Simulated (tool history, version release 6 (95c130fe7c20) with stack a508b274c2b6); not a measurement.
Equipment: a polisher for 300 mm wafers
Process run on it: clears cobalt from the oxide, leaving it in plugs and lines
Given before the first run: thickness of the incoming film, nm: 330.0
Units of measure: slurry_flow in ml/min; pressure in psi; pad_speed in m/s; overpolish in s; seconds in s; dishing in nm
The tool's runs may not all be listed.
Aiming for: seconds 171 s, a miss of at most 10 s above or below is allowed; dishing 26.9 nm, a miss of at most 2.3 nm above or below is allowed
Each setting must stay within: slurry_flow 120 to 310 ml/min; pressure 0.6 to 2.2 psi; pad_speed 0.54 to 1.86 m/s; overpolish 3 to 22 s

{"run": 1, "hour": 0.0, "slurry_flow": 200, "pressure": 1.4, "pad_speed": 1.18, "overpolish": 11, "seconds": 85.631, "dishing": 31.852}
{"run": 2, "hour": 3.9, "slurry_flow": 200, "pressure": 1.2, "pad_speed": 1.14, "overpolish": 12, "seconds": 103.73, "dishing": 28.953}
{"run": 3, "hour": 5.2, "slurry_flow": 200, "pressure": 1, "pad_speed": 1.12, "overpolish": 13, "seconds": 123.02, "dishing": 27.332}
{"run": 4, "hour": 10.2, "slurry_flow": 235, "pressure": 1, "pad_speed": 1.12, "overpolish": 13, "seconds": 119.13, "dishing": 26.732}
{"run": 5, "hour": 14.9, "slurry_flow": 230, "pressure": 0.9, "pad_speed": 1.1, "overpolish": 14, "seconds": 131.51, "dishing": 25.979}
{"run": 6, "hour": 17.8, "slurry_flow": 225, "pressure": 0.8, "pad_speed": 1.1, "overpolish": 15, "seconds": 155.69, "dishing": 25.821}
{"run": 7, "hour": 20.5, "slurry_flow": 220, "pressure": 0.8, "pad_speed": 1.1, "overpolish": 15, "seconds": 152.24, "dishing": 25.328}
{"run": 8, "hour": 28.6, "slurry_flow": 215, "pressure": 0.8, "pad_speed": 1.1, "overpolish": 16, "seconds": 155.32, "dishing": 25.205}
{"run": 9, "hour": 34.2, "slurry_flow": 215, "pressure": 0.8, "pad_speed": 1.1, "overpolish": 17, "seconds": 154.31, "dishing": 27.597}
{"run": 10, "hour": 38.4, "slurry_flow": 210, "pressure": 0.8, "pad_speed": 1.1, "overpolish": 17, "seconds": 152.95, "dishing": 28.218}

Which single option among these 5 for the next run brings every result within its allowed miss of target? Just one does.
{"run": "A", "hour": 42.6, "slurry_flow": 160, "pressure": 1, "pad_speed": 1.1, "overpolish": 12, "seconds": "?", "dishing": "?"}
{"run": "B", "hour": 42.6, "slurry_flow": 210, "pressure": 0.7, "pad_speed": 1.4, "overpolish": 22, "seconds": "?", "dishing": "?"}
{"run": "C", "hour": 42.6, "slurry_flow": 220, "pressure": 0.8, "pad_speed": 1.1, "overpolish": 17, "seconds": "?", "dishing": "?"}
{"run": "D", "hour": 42.6, "slurry_flow": 225, "pressure": 0.9, "pad_speed": 1.08, "overpolish": 20, "seconds": "?", "dishing": "?"}
{"run": "E", "hour": 42.6, "slurry_flow": 225, "pressure": 0.7, "pad_speed": 1.1, "overpolish": 18, "seconds": "?", "dishing": "?"}

move=A seconds=127.93 dishing=24.787
move=B seconds=138.32 dishing=34.522
move=C seconds=153.44 dishing=27.822
move=D seconds=139.35 dishing=32.608
move=E seconds=173.73 dishing=26.646
A: further off than the last run
B: further off than the last run
C: no better and no worse than the last run
D: further off than the last run
E: hits every target within its allowed miss
Correct choice: E, which meets every target
